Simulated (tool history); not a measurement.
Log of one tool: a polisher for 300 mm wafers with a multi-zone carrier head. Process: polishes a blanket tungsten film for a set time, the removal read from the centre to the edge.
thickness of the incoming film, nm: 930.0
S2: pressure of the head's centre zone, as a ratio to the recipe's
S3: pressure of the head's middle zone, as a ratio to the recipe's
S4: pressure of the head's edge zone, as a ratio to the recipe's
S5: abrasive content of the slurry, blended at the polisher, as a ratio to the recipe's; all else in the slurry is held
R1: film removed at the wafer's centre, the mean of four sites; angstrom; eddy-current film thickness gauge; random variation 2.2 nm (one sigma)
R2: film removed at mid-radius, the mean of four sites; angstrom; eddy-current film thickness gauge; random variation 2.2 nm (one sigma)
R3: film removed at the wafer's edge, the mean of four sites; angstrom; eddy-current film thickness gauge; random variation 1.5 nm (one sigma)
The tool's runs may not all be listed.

run 1 hour=0.0 | flow_of_slurry_(ml/min)=140 S2=1.00 S3=1.00 S4=1.00 S5=1.00 polishing_time_(s)=44 | R1=2129.2 R2=2172.8 R3=2203.9
run 2 hour=7.3 | flow_of_slurry_(ml/min)=130 S2=1.02 S3=0.99 S4=0.95 S5=0.90 polishing_time_(s)=44 | R1=2047.8 R2=2000.2 R3=2037.3
run 3 hour=16.0 | flow_of_slurry_(ml/min)=130 S2=1.02 S3=0.99 S4=0.95 S5=1.10 polishing_time_(s)=44 | R1=2186.5 R2=2107.8 R3=2178.0
run 4 hour=21.5 | flow_of_slurry_(ml/min)=130 S2=1.02 S3=0.99 S4=0.98 S5=1.10 polishing_time_(s)=44 | R1=2236.2 R2=2139.6 R3=2219.2
run 5 hour=25.9 | flow_of_slurry_(ml/min)=125 S2=1.04 S3=1.00 S4=0.94 S5=1.05 polishing_time_(s)=44 | R1=2168.1 R2=2125.6 R3=2105.6
run 6 hour=33.7 | flow_of_slurry_(ml/min)=125 S2=1.04 S3=1.00 S4=0.94 S5=0.90 polishing_time_(s)=44 | R1=2033.0 R2=2021.3 R3=1999.8
run 7 hour=35.3 | flow_of_slurry_(ml/min)=120 S2=1.06 S3=1.00 S4=0.92 S5=0.90 polishing_time_(s)=44 | R1=2068.2 R2=1961.6 R3=1977.9
-- hour=44.2 slurry nozzle cleaned
run 8 hour=44.2 | flow_of_slurry_(ml/min)=115 S2=1.07 S3=1.01 S4=0.89 S5=0.90 polishing_time_(s)=44 | R1=2251.9 R2=2095.8 R3=2038.5

Run 9 comes next. What will it give?
run 9 hour=50.1 | flow_of_slurry_(ml/min)=120 S2=1.07 S3=1.00 S4=0.88 S5=0.80 polishing_time_(s)=44 | R1=? R2=? R3=?

R1: 2247.0 angstrom
R2: 2059.7 angstrom
R3: 1970.1 angstrom
